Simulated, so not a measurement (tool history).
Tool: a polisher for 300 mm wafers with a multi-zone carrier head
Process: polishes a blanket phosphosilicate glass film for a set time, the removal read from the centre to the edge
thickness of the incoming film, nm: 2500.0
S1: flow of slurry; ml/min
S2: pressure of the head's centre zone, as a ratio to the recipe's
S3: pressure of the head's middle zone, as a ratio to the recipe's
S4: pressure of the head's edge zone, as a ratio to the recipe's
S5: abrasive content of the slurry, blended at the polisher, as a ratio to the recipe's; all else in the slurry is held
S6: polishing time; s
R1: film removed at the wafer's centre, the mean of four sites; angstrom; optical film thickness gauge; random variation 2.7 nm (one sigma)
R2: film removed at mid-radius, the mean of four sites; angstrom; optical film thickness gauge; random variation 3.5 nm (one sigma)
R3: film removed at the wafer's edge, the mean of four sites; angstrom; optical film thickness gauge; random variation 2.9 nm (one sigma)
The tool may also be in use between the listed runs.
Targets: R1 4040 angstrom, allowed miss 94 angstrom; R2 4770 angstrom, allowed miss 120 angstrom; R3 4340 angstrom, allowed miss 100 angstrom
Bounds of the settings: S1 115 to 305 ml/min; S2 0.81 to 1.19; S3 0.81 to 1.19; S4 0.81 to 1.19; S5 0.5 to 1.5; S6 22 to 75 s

{"run": 1, "hour": 0.0, "S1": 195, "S2": 1, "S3": 1, "S4": 1, "S5": 1, "S6": 48, "R1": 5898.3, "R2": 5785.9, "R3": 5605.2}
{"run": 2, "hour": 4.6, "S1": 195, "S2": 1, "S3": 1, "S4": 1, "S5": 1, "S6": 53, "R1": 6451.8, "R2": 6411.4, "R3": 6135}
{"run": 3, "hour": 12.2, "S1": 195, "S2": 1, "S3": 1, "S4": 1, "S5": 0.85, "S6": 53, "R1": 5830.6, "R2": 5883.2, "R3": 5563.9}
{"run": 4, "hour": 20.9, "S1": 180, "S2": 0.95, "S3": 0.98, "S4": 0.95, "S5": 0.8, "S6": 53, "R1": 5403.7, "R2": 5524.1, "R3": 5278.7}
{"run": 5, "hour": 27.6, "S1": 180, "S2": 0.95, "S3": 0.98, "S4": 0.95, "S5": 0.8, "S6": 58, "R1": 5842.8, "R2": 6006.9, "R3": 5746.5}
{"run": 6, "hour": 35.9, "S1": 170, "S2": 0.91, "S3": 0.98, "S4": 0.92, "S5": 0.7, "S6": 58, "R1": 5166.3, "R2": 5428.8, "R3": 5162.8}
{"run": 7, "hour": 39.2, "S1": 155, "S2": 0.88, "S3": 1, "S4": 0.9, "S5": 0.65, "S6": 58, "R1": 4684.6, "R2": 5170, "R3": 4765.8}
{"run": 8, "hour": 44.6, "S1": 145, "S2": 0.86, "S3": 1, "S4": 0.89, "S5": 0.65, "S6": 58, "R1": 4508.1, "R2": 5212.9, "R3": 4796.6}
{"run": 9, "hour": 52.9, "S1": 140, "S2": 0.85, "S3": 0.99, "S4": 0.87, "S5": 0.65, "S6": 58, "R1": 4420.3, "R2": 5082.7, "R3": 4704.5}
{"run": 10, "hour": 58.5, "S1": 135, "S2": 0.84, "S3": 0.99, "S4": 0.85, "S5": 0.65, "S6": 58, "R1": 4361.2, "R2": 5104.5, "R3": 4613.6}
{"run": 11, "hour": 59.6, "S1": 130, "S2": 0.83, "S3": 0.98, "S4": 0.84, "S5": 0.65, "S6": 58, "R1": 4267.8, "R2": 4923, "R3": 4552.6}
{"run": 12, "hour": 62.1, "S1": 125, "S2": 0.82, "S3": 0.98, "S4": 0.83, "S5": 0.65, "S6": 58, "R1": 4187.5, "R2": 4906.2, "R3": 4514}
{"run": 13, "hour": 68.1, "S1": 125, "S2": 0.82, "S3": 0.98, "S4": 0.82, "S5": 0.65, "S6": 58, "R1": 4160.2, "R2": 4973.6, "R3": 4528.3}
{"run": 14, "hour": 71.6, "S1": 125, "S2": 0.82, "S3": 0.98, "S4": 0.81, "S5": 0.6, "S6": 58, "R1": 3918, "R2": 4704.5, "R3": 4238.2}

Which of these 4 next moves meets every target?
{"run": "A", "hour": 75.1, "S1": 160, "S2": 0.84, "S3": 1, "S4": 0.81, "S5": 0.55, "S6": 58, "R1": "?", "R2": "?", "R3": "?"}
{"run": "B", "hour": 75.1, "S1": 120, "S2": 0.82, "S3": 1.04, "S4": 0.81, "S5": 0.55, "S6": 60, "R1": "?", "R2": "?", "R3": "?"}
{"run": "C", "hour": 75.1, "S1": 135, "S2": 0.81, "S3": 0.95, "S4": 0.82, "S5": 0.65, "S6": 53, "R1": "?", "R2": "?", "R3": "?"}
{"run": "D", "hour": 75.1, "S1": 115, "S2": 0.82, "S3": 0.98, "S4": 0.81, "S5": 0.75, "S6": 52, "R1": "?", "R2": "?", "R3": "?"}

move=A R1=4028.4 R2=4671.4 R3=4029.5
move=B R1=3834.8 R2=4730.7 R3=4007.7
move=C R1=3891.3 R2=4485.2 R3=4098.8
move=D R1=4086.4 R2=4802.3 R3=4293.4
A: brings the result that was furthest off to its target, and leaves another outside
B: further off than the last run
C: further off than the last run
D: meets every target
The right move is D.
